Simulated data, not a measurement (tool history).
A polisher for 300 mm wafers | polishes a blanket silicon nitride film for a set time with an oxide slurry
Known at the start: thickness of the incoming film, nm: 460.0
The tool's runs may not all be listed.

run,hour,flow of slurry (ml/min),pressure of the wafer on the pad (psi),speed of the pad under the wafer (m/s),abrasive content of the slurry,polishing time (s),film removed (nm)
1,0.0,185,4.2,1.42,1.0,22,25.149
2,8.0,190,4.4,1.42,1.0,22,25.982
3,10.0,190,4.6,1.42,1.0,22,27.898
4,13.6,190,4.7,1.42,1.0,22,27.645
5,17.6,190,4.7,1.42,1.1,22,29.157
6,20.2,190,4.7,1.42,1.1,22,29.739

Run 7 comes next. What will it give?
7,26.7,190,4.8,1.42,1.1,22,?

Run 7 gave film removed (nm) 30.339.
